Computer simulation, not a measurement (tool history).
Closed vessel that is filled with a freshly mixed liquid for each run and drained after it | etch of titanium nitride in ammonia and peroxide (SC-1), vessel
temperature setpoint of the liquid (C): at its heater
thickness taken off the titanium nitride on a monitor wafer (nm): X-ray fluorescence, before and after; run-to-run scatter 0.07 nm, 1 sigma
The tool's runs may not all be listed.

run	hour	temperature setpoint of the liquid (C)	parts of water to one part of 30 % peroxide (parts by volume)	parts of 29 % ammonia solution to one part of 30 % peroxide (parts by volume)	time in the liquid (s)	thickness taken off the titanium nitride on a monitor wafer (nm)
1	0	51	6	0.4	170	19.945
2	7.5	51	6	0.35	170	19.299
3	10.1	51	6	0.3	170	18.612
4	15.2	51	6	0.4	170	19.86
5	17.8	58	6	0.4	170	31.861
6	19.2	58	5	0.4	170	34.902
7	20.2	52.5	5.5	0.4	170	22.529

Run 8 comes next. What will it give?
8	21.2	48.5	6	0.4	170	?

Logged for run 8: thickness taken off the titanium nitride on a monitor wafer (nm) 16.434.
